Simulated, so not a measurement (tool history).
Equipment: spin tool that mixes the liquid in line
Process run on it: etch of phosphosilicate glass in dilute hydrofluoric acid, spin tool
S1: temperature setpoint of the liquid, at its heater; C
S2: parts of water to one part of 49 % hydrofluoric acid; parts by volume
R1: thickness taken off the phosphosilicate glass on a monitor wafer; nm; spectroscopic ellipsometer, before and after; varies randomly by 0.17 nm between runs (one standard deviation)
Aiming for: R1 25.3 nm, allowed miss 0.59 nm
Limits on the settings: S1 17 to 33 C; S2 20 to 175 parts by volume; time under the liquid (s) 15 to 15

Run 1, hour 0: S1 25 C, S2 95 parts by volume, time under the liquid (s) 15. Result: R1 10.289 nm.
Run 2, hour 1.1: S1 26 C, S2 90 parts by volume, time under the liquid (s) 15. Result: R1 11.349 nm.
Run 3, hour 9.2: S1 26.5 C, S2 85 parts by volume, time under the liquid (s) 15. Result: R1 12.262 nm.
Run 4, hour 13.3: S1 26.5 C, S2 55 parts by volume, time under the liquid (s) 15. Result: R1 19.763 nm.
Run 5, hour 16: S1 27 C, S2 55 parts by volume, time under the liquid (s) 15. Result: R1 20.036 nm.
Run 6, hour 24.5: S1 27 C, S2 40 parts by volume, time under the liquid (s) 15. Result: R1 28.678 nm.
Run 7, hour 28.2: S1 26.5 C, S2 40 parts by volume, time under the liquid (s) 15. Result: R1 27.936 nm.
Run 8, hour 36.2: S1 26 C, S2 40 parts by volume, time under the liquid (s) 15. Result: R1 27.542 nm.
Run 9, hour 45: S1 25.5 C, S2 45 parts by volume, time under the liquid (s) 15. Result: R1 23.52 nm.
Run 10, hour 50.8: S1 26.5 C, S2 45 parts by volume, time under the liquid (s) 15. Result: R1 24.463 nm.

Which one of the following 5 next-run settings gets every result inside its allowed miss? There is exactly one.
Run A, hour 56.6: S1 25 C, S2 40 parts by volume, time under the liquid (s) 15. Result: R1 ?.
Run B, hour 56.6: S1 24 C, S2 40 parts by volume, time under the liquid (s) 15. Result: R1 ?.
Run C, hour 56.6: S1 25.5 C, S2 40 parts by volume, time under the liquid (s) 15. Result: R1 ?.
Run D, hour 56.6: S1 28 C, S2 45 parts by volume, time under the liquid (s) 15. Result: R1 ?.
Run E, hour 56.6: S1 28.5 C, S2 45 parts by volume, time under the liquid (s) 15. Result: R1 ?.

move      R1
   A  26.226
   B  25.156
   C  26.776
   D  26.179
   E  26.713
A: moves the result that the last run missed by most past its target, out the other side
B: all results land within tolerance of their targets
C: moves the result that the last run missed by most past its target, out the other side
D: moves the result that the last run missed by most past its target, out the other side
E: moves the result that the last run missed by most past its target, out the other side
B meets every target.
